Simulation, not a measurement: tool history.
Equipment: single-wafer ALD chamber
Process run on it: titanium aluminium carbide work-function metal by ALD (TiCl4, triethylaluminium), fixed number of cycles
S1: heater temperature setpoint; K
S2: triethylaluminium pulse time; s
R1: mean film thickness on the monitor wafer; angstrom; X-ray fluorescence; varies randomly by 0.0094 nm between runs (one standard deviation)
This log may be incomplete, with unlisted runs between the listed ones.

run  hour      S1     S2      R1
  1     0  578.15  10.55  20.391
  2   6.7  588.15  10.55  21.103
  3    12  582.15  10.55    20.7
  4  17.9  588.15  10.55  21.122
  5  24.6  590.15  10.81  21.196
  6  32.2  583.15  10.81  20.657
  7  40.1  587.15  11.13  21.143
  8  43.9  589.15  11.38  21.394

Predict the results of run 9:
  9  47.9  591.15  11.54   ?

{"run 9": {"R1": 21.605}}

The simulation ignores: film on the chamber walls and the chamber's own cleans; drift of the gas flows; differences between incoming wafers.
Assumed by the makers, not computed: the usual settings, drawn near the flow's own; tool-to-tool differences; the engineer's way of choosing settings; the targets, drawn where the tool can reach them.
